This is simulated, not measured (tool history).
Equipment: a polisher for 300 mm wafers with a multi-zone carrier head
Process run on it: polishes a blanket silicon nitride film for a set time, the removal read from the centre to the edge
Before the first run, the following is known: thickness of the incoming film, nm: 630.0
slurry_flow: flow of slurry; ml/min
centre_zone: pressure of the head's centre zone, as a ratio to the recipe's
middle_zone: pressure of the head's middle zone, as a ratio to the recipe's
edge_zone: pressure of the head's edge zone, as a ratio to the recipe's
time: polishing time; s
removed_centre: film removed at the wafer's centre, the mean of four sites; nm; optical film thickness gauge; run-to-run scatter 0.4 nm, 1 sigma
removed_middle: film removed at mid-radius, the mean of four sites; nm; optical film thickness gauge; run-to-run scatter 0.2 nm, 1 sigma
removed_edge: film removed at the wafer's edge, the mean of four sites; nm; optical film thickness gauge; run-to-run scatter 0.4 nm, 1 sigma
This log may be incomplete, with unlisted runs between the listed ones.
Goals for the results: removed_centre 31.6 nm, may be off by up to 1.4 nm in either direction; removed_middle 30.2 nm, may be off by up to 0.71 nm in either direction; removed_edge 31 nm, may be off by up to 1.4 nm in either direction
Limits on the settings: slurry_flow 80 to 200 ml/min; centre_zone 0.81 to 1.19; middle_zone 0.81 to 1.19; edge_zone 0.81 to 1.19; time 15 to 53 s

| run | hour | slurry_flow | centre_zone | middle_zone | edge_zone | time | removed_centre | removed_middle | removed_edge |
|---|---|---|---|---|---|---|---|---|---|
| 1 | 0 | 130 | 1 | 1 | 1 | 34 | 51.458 | 51.222 | 50.258 |
| 2 | 8.6 | 130 | 1 | 1 | 1 | 28 | 41.416 | 42.118 | 42.201 |
| 3 | 15.5 | 130 | 1.04 | 1 | 1 | 28 | 42.965 | 42.357 | 42.012 |
| 4 | 17.9 | 125 | 1.03 | 0.98 | 0.97 | 27 | 40.837 | 39.49 | 39.58 |
| 5 | 18.5 | 135 | 1.03 | 0.98 | 0.97 | 27 | 41.693 | 40.558 | 39.544 |
| 6 | 20.1 | 130 | 1.01 | 0.95 | 0.95 | 26 | 38.806 | 37.7 | 38.049 |
| 7 | 23.2 | 125 | 1 | 0.94 | 0.93 | 25 | 36.82 | 35.908 | 35.655 |
| 8 | 27.3 | 90 | 0.94 | 0.84 | 0.86 | 24 | 29.23 | 28.364 | 31.422 |
| 9 | 30.3 | 95 | 0.95 | 0.84 | 0.85 | 24 | 30.559 | 28.655 | 32.582 |
|  | 34.9 | slurry nozzle cleaned |
| 10 | 34.9 | 100 | 0.96 | 0.86 | 0.84 | 24 | 35.035 | 33.201 | 34.216 |

4 next moves are on the table. One of them brings every result within its allowed miss. Which?
| A | 39.5 | 170 | 1.14 | 0.81 | 0.81 | 21 | ? | ? | ? |
| B | 39.5 | 85 | 0.81 | 0.82 | 0.98 | 27 | ? | ? | ? |
| C | 39.5 | 85 | 0.89 | 0.87 | 0.86 | 28 | ? | ? | ? |
| D | 39.5 | 115 | 0.96 | 0.87 | 0.85 | 21 | ? | ? | ? |

| move | removed_centre | removed_middle | removed_edge |
|---|---|---|---|
| A | 41.932 | 31.144 | 32.413 |
| B | 32.66 | 35.052 | 40.626 |
| C | 37.169 | 37.949 | 39.979 |
| D | 32.619 | 30.558 | 31.332 |
A: lands further from the targets than the last run did
B: lands further from the targets than the last run did
C: lands further from the targets than the last run did
D: in spec on every target
D meets every target.
